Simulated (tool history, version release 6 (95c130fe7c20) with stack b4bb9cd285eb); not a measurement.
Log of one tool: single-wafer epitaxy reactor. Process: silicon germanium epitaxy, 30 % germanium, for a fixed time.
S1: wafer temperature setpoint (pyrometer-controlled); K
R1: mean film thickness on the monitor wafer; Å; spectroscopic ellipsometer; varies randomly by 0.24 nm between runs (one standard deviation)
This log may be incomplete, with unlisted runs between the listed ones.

Run 1, day 0.000: S1 878.15 K, chamber pressure (mTorr) 21200. Result: R1 587.41 Å.
Run 2, day 0.312: S1 886.15 K, chamber pressure (mTorr) 21200. Result: R1 669.75 Å.
Run 3, day 0.596: S1 894.15 K, chamber pressure (mTorr) 21200. Result: R1 761.24 Å.
Run 4, day 0.683: S1 901.15 K, chamber pressure (mTorr) 21200. Result: R1 842.77 Å.
Run 5, day 0.925: S1 897.15 K, chamber pressure (mTorr) 21100. Result: R1 795.45 Å.
Run 6, day 1.192: S1 902.15 K, chamber pressure (mTorr) 21100. Result: R1 859.55 Å.
Run 7, day 1.317: S1 898.15 K, chamber pressure (mTorr) 21000. Result: R1 795.22 Å.
Run 8, day 1.462: S1 886.15 K, chamber pressure (mTorr) 19900. Result: R1 645.11 Å.

The next listed run, before its measurement:
Run 9, day 1.562: S1 884.15 K, chamber pressure (mTorr) 19800. Result: R1 ?.

Run 9 gave R1 618.84 Å.
